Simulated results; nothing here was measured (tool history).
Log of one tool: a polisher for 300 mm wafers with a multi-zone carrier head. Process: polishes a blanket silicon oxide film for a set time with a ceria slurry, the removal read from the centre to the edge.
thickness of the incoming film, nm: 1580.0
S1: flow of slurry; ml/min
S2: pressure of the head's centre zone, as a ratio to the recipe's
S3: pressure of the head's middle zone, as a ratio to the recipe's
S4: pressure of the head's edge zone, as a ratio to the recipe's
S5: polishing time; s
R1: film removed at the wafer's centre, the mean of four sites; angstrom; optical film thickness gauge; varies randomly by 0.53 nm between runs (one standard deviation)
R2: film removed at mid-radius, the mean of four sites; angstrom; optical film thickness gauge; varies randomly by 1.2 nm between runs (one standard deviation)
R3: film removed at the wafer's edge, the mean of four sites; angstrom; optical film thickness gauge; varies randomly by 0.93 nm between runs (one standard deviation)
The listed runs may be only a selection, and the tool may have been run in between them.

run	day	S1	S2	S3	S4	S5	R1	R2	R3
1	0	255	1	1	1	32	1232	1271.1	1235
2	0.083	255	0.92	1	1	32	1138.2	1280.9	1221.8
3	0.375	250	0.91	1	1	31	1092.9	1200.2	1190.4
4	0.408	250	0.91	1	1.05	31	1070.1	1235.3	1241.7
5	0.571	245	0.9	1	1.04	30	1030.4	1185.7	1176.8
6	0.721	245	0.9	1	0.98	30	1024	1163.8	1146.4

What does the tool deliver on the next run?
7	0.812	200	0.81	0.98	0.91	21	?	?	?

R1: 638 angstrom
R2: 786.76 angstrom
R3: 760.75 angstrom
